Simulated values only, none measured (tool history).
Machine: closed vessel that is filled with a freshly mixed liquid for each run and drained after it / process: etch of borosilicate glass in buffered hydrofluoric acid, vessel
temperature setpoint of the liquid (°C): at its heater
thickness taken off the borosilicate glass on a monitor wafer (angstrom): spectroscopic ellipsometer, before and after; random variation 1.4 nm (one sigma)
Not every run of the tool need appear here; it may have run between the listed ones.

run  hour  temperature setpoint of the liquid (°C)  parts of 40 % ammonium fluoride to one part of 49 % hydrofluoric acid (parts by volume)  time in the liquid (s)  thickness taken off the borosilicate glass on a monitor wafer (angstrom)
  1   0.0                                     23.0                                                                                     10.0                      95                                                                    1069.4
  2   2.6                                     23.0                                                                                      7.5                      95                                                                    1405.3
  3   8.2                                     23.0                                                                                      5.5                      95                                                                    1908.1
  4  13.4                                     22.0                                                                                      5.5                      95                                                                    1768.4
  5  22.1                                     21.5                                                                                      5.5                      95                                                                    1769.8
  6  28.1                                     21.5                                                                                      5.5                     100                                                                    1839.1
  7  33.3                                     21.5                                                                                      5.5                     100                                                                    1879.8
     40.4  -- hydrofluoric acid flow meter replaced
  8  40.4                                     20.5                                                                                      5.5                     100                                                                    1843.6
  9  47.0                                     20.0                                                                                      5.5                     100                                                                    1811.3
 10  48.2                                     19.5                                                                                      5.5                     100                                                                    1774.2

What will run 11 give?
 11  53.1                                     19.0                                                                                      5.5                     100                                                                         ?

thickness taken off the borosilicate glass on a monitor wafer (angstrom): 1680.9
